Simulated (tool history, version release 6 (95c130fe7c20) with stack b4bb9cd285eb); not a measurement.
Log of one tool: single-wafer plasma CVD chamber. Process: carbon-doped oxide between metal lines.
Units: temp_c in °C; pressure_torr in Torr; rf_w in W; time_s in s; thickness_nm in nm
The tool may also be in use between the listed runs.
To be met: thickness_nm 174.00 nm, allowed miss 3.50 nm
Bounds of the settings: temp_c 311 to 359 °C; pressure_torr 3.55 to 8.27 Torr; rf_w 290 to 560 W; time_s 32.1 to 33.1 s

| run | day | temp_c | pressure_torr | rf_w | time_s | thickness_nm |
|---|---|---|---|---|---|---|
| 1 | 0.000 | 335 | 5.91 | 425 | 32.1 | 158.42 |
| 2 | 0.150 | 332 | 6.12 | 430 | 32.1 | 162.57 |
| 3 | 0.300 | 332 | 6.12 | 395 | 32.1 | 149.62 |
| 4 | 0.329 | 330 | 6.29 | 410 | 32.1 | 156.47 |
| 5 | 0.388 | 337 | 6.29 | 410 | 32.1 | 153.05 |
| 6 | 0.550 | 334 | 6.47 | 420 | 32.1 | 157.26 |
| 7 | 0.592 | 331 | 6.48 | 430 | 32.1 | 161.72 |
| 8 | 0.754 | 329 | 6.48 | 435 | 32.1 | 163.92 |
| 9 | 0.950 | 328 | 6.49 | 440 | 32.1 | 165.36 |

Which of these 5 next moves meets every target?
| A | 1.146 | 332 | 7.74 | 390 | 33.1 | ? |
| B | 1.146 | 326 | 6.29 | 420 | 32.1 | ? |
| C | 1.146 | 325 | 6.52 | 455 | 32.4 | ? |
| D | 1.146 | 329 | 7.73 | 405 | 32.1 | ? |
| E | 1.146 | 332 | 6.69 | 425 | 32.1 | ? |

| move | thickness_nm |
|---|---|
| A | 157.34 |
| B | 161.69 |
| C | 174.35 |
| D | 158.47 |
| E | 160.85 |
A: further off than the last run
B: further off than the last run
C: meets every target
D: further off than the last run
E: further off than the last run
Move C is the one to make.
